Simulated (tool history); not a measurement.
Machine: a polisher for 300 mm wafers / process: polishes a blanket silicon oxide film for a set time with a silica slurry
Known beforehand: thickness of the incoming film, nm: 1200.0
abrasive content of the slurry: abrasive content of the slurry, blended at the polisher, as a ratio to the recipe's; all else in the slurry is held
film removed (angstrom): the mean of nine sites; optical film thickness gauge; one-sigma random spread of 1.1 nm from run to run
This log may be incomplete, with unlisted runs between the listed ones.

run  hour  flow of slurry (ml/min)  pressure of the wafer on the pad (psi)  speed of the pad under the wafer (cm/s)  abrasive content of the slurry  polishing time (s)  film removed (angstrom)
  1   0.0                      315                                     4.8                                      138                             1.0                  36                   1717.5
  2   2.0                      315                                     4.8                                      164                             1.0                  36                   1984.5
  3   5.1                      315                                     4.2                                      164                             1.0                  36                   1781.7
  4   8.0                      315                                     3.7                                      164                             1.0                  36                   1643.0
  5  14.1                      315                                     3.7                                      180                             1.0                  36                   1736.6
  6  17.7                      315                                     3.3                                      176                             1.0                  36                   1607.0

The next listed run, before its measurement:
  7  25.3                      315                                     3.0                                      172                             1.0                  36                        ?

Run 7 measured film removed (angstrom) 1484.1.
